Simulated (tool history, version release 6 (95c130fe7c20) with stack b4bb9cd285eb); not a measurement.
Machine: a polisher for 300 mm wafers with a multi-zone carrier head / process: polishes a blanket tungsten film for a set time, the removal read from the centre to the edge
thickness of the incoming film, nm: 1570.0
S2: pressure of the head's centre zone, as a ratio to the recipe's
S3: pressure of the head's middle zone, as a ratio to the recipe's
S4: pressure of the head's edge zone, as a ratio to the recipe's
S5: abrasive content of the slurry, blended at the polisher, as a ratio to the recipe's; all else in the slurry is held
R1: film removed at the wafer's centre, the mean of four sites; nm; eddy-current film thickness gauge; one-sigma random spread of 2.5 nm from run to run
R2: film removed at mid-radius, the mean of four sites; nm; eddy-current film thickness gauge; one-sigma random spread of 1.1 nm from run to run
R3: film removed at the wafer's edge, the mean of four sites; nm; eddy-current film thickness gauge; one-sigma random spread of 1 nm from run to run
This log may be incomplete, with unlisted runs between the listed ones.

run 1 hour=0 | flow_of_slurry_(ml/min)=290 S2=1 S3=1 S4=1 S5=1 polishing_time_(s)=46 | R1=176.52 R2=172.63 R3=177.57
run 2 hour=3.9 | flow_of_slurry_(ml/min)=290 S2=1 S3=1 S4=1 S5=1 polishing_time_(s)=38 | R1=144.02 R2=143.33 R3=148.48
run 3 hour=7.6 | flow_of_slurry_(ml/min)=235 S2=1 S3=1 S4=1 S5=1 polishing_time_(s)=38 | R1=140.73 R2=142.46 R3=143.91
run 4 hour=8.8 | flow_of_slurry_(ml/min)=250 S2=1.03 S3=1.01 S4=1.01 S5=1 polishing_time_(s)=38 | R1=146.88 R2=144.12 R3=144.76
run 5 hour=13.4 | flow_of_slurry_(ml/min)=275 S2=1.03 S3=1.01 S4=1.01 S5=1 polishing_time_(s)=38 | R1=146.32 R2=144.29 R3=148.45
run 6 hour=14.8 | flow_of_slurry_(ml/min)=285 S2=1.06 S3=1.02 S4=1.01 S5=1 polishing_time_(s)=38 | R1=153.61 R2=145.58 R3=147.17
run 7 hour=22.7 | flow_of_slurry_(ml/min)=295 S2=1.07 S3=1.03 S4=1.02 S5=1 polishing_time_(s)=38 | R1=151.65 R2=146.49 R3=148.51

Forecast run 8:
run 8 hour=25.9 | flow_of_slurry_(ml/min)=295 S2=1.17 S3=1.05 S4=1.02 S5=1.25 polishing_time_(s)=39 | R1=? R2=? R3=?

Run 8 yielded R1 185.2 nm, R2 163.62 nm, R3 160.57 nm.

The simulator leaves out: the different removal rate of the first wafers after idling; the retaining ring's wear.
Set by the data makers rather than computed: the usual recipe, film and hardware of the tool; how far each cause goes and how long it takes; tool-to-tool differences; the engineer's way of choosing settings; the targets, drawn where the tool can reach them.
